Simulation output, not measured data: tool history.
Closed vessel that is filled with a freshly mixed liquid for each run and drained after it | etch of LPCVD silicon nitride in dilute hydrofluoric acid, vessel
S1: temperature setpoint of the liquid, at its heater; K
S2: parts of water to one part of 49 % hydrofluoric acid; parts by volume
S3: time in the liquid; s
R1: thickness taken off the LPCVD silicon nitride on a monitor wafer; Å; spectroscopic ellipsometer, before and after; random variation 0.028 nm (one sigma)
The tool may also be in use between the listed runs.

{"run": 1, "day": 0.0, "S1": 293.15, "S2": 210, "S3": 2730, "R1": 57.263}
{"run": 2, "day": 0.083, "S1": 293.15, "S2": 210, "S3": 2730, "R1": 57.98}
{"run": 3, "day": 0.133, "S1": 295.15, "S2": 210, "S3": 2730, "R1": 66.538}
{"run": 4, "day": 0.325, "S1": 298.65, "S2": 210, "S3": 2730, "R1": 80.912}
{"run": 5, "day": 0.35, "S1": 296.65, "S2": 220, "S3": 2730, "R1": 68.696}
{"run": 6, "day": 0.517, "S1": 296.65, "S2": 175, "S3": 2730, "R1": 86.9}
{"run": 7, "day": 0.583, "S1": 296.65, "S2": 175, "S3": 2730, "R1": 87.668}
{"run": 8, "day": 0.929, "S1": 295.15, "S2": 190, "S3": 2730, "R1": 71.997}

Run 9 comes next. What will it give?
{"day": 1.092, "done": "hydrofluoric acid flow meter replaced"}
{"run": 9, "day": 1.092, "S1": 294.15, "S2": 205, "S3": 2730, "R1": "?"}

R1: 58.995 Å
